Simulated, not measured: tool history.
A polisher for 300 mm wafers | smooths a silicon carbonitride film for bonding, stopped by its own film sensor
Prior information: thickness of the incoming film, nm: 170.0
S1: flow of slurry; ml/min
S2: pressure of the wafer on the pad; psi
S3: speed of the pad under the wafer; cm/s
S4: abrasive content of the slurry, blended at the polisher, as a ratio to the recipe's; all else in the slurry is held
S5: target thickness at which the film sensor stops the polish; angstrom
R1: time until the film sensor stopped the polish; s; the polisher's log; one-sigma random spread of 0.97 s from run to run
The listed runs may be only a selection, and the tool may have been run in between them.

Run 1, hour 0: S1 190 ml/min, S2 2.1 psi, S3 90 cm/s, S4 1, S5 1310 angstrom. Result: R1 157.59 s.
Run 2, hour 8.1: S1 190 ml/min, S2 2.3 psi, S3 90 cm/s, S4 1, S5 1310 angstrom. Result: R1 146.07 s.
Run 3, hour 8.7: S1 190 ml/min, S2 2.3 psi, S3 102 cm/s, S4 1, S5 1310 angstrom. Result: R1 129.53 s.
Run 4, hour 12.1: S1 190 ml/min, S2 2.4 psi, S3 102 cm/s, S4 1, S5 1310 angstrom. Result: R1 124.1 s.
Run 5, hour 12.8: S1 230 ml/min, S2 2.4 psi, S3 102 cm/s, S4 1, S5 1310 angstrom. Result: R1 121.12 s.
Run 6, hour 17: S1 230 ml/min, S2 2.4 psi, S3 102 cm/s, S4 1, S5 1290 angstrom. Result: R1 128.68 s.

Estimate the outcome of run 7 from the log above:
Run 7, hour 24.2: S1 235 ml/min, S2 3 psi, S3 104 cm/s, S4 1, S5 1290 angstrom. Result: R1 ?.

For run 7 the tool returned R1 99.402 s.
